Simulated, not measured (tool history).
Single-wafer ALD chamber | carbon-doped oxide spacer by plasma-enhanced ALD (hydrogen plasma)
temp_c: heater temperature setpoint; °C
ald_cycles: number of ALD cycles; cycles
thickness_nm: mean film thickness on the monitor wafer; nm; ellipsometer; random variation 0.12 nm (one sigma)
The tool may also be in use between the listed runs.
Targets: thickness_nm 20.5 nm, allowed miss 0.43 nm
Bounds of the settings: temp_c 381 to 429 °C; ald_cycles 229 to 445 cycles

run,hour,temp_c,ald_cycles,thickness_nm
1,0,405,337,16.767
2,8.4,405,310,15.526
3,10.4,403,326,16.443
4,18.4,414,326,16.012
5,25.5,404,326,16.23
6,27.4,403,341,17.219
7,28.8,402,350,17.576
8,37.4,401,359,17.939

Which of these 5 next moves meets every target?
A,46,409,332,?
B,46,405,325,?
C,46,399,420,?
D,46,404,381,?
E,46,418,425,?

move,thickness_nm
A,16.277
B,16.119
C,21.148
D,18.951
E,20.29
A: further off than the last run
B: further off than the last run
C: takes the result that was furthest off past its target
D: nearer than the last run, and not there yet
E: meets every target
Answer: E
